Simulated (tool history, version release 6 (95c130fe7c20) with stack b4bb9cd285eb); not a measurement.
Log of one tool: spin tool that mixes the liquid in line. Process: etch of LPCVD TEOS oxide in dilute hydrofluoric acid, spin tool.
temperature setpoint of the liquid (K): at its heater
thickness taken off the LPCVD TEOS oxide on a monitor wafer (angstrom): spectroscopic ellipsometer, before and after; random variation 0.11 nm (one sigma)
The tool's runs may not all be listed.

run  hour  temperature setpoint of the liquid (K)  parts of water to one part of 49 % hydrofluoric acid (parts by volume)  time under the liquid (s)  thickness taken off the LPCVD TEOS oxide on a monitor wafer (angstrom)
  1     0                                  298.15                                                                     190                         15                                                                  35.429
  2   4.8                                  298.15                                                                     220                         15                                                                  29.485
  3   9.6                                  300.15                                                                     170                         15                                                                  42.989
  4  11.5                                  300.15                                                                     115                         15                                                                  68.854
  5  20.5                                  300.15                                                                     115                         15                                                                  68.868
  6  26.8                                  301.65                                                                      95                         15                                                                  91.365
  7  30.6                                  302.65                                                                      85                         15                                                                  106.42

Forecast run 8:
  8  33.8                                  303.65                                                                      80                         15                                                                       ?

thickness taken off the LPCVD TEOS oxide on a monitor wafer (angstrom): 119.61
